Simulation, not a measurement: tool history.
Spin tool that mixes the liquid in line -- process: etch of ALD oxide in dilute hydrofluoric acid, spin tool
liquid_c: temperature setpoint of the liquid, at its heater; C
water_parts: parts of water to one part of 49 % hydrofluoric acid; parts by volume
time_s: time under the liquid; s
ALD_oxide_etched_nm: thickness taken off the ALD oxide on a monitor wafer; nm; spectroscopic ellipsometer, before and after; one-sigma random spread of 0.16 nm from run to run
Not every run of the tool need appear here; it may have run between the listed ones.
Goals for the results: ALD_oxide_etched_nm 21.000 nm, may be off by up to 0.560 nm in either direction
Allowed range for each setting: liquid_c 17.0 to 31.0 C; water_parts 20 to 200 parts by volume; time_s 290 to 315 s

run  hour  liquid_c  water_parts  time_s  ALD_oxide_etched_nm
  1   0.0      23.0          110     290               40.003
  2   5.2      25.5          110     290               44.079
  3   5.8      23.5          120     290               36.955
  4   8.9      23.5          120     290               36.848
     12.6  -- thermometer replaced
  5  12.6      23.5          100     290               48.735
  6  16.3      22.0          110     290               40.798
  7  21.0      21.0          120     290               35.653
  8  26.1      20.5          130     290               32.363
  9  33.0      20.0          140     290               29.058

5 candidate next runs follow, results not yet known. Just one meets every target within its allowed miss. Identify it.
  A  39.9      20.5          130     295                    ?
  B  39.9      17.0           90     315                    ?
  C  39.9      21.0          125     290                    ?
  D  39.9      18.0          185     315                    ?
  E  39.9      21.0          110     315                    ?

move  ALD_oxide_etched_nm
   A               32.341
   B               45.057
   C               33.919
   D               20.770
   E               42.572
A: the biggest miss grows against the last run
B: the biggest miss grows against the last run
C: the biggest miss grows against the last run
D: each result inside its tolerance
E: the biggest miss grows against the last run
The move that meets every target is D.
